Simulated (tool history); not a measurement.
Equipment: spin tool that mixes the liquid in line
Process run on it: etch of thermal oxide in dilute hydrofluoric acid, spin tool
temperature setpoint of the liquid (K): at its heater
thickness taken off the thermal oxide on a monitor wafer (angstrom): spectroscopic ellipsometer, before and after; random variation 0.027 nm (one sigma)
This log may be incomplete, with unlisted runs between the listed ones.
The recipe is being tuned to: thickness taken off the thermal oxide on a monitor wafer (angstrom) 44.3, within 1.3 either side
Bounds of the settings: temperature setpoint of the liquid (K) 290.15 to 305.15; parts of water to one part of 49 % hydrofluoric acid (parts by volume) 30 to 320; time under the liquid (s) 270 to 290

| run | hour | temperature setpoint of the liquid (K) | parts of water to one part of 49 % hydrofluoric acid (parts by volume) | time under the liquid (s) | thickness taken off the thermal oxide on a monitor wafer (angstrom) |
|---|---|---|---|---|---|
| 1 | 0 | 297.15 | 175 | 270 | 62.499 |
| 2 | 7.8 | 295.65 | 180 | 270 | 56.526 |
| 3 | 16.2 | 294.65 | 180 | 270 | 54.569 |
| 4 | 21.7 | 294.65 | 180 | 290 | 58.736 |
| 5 | 29.6 | 294.65 | 125 | 290 | 90.108 |
| 6 | 33.8 | 294.65 | 125 | 290 | 89.855 |
| 7 | 36.2 | 293.65 | 140 | 290 | 75.55 |
| 8 | 43.8 | 293.15 | 150 | 290 | 69.249 |
| 9 | 48.9 | 292.65 | 160 | 290 | 61.978 |
| 10 | 56.7 | 292.15 | 165 | 290 | 59.362 |
| 11 | 60.6 | 291.65 | 170 | 290 | 56.398 |
| 12 | 67.1 | 291.15 | 175 | 290 | 52.696 |
| 13 | 73.5 | 291.15 | 180 | 290 | 50.747 |
| 14 | 75.2 | 291.15 | 185 | 290 | 49.992 |

Below are 5 possible settings for the next run. Only one of them brings all results inside the allowed miss of their targets. Which is it?
| A | 76.9 | 290.15 | 145 | 270 | ? |
| B | 76.9 | 291.15 | 190 | 270 | ? |
| C | 76.9 | 295.65 | 185 | 270 | ? |
| D | 76.9 | 293.65 | 185 | 290 | ? |
| E | 76.9 | 290.15 | 175 | 270 | ? |

| move | thickness taken off the thermal oxide on a monitor wafer (angstrom) |
|---|---|
| A | 59.336 |
| B | 45.154 |
| C | 55.499 |
| D | 55.209 |
| E | 47.771 |
A: the biggest miss grows against the last run
B: all results land within tolerance of their targets
C: the biggest miss grows against the last run
D: the biggest miss grows against the last run
E: an improvement on the last run, though not all results are within tolerance
Go with B: it meets all targets.
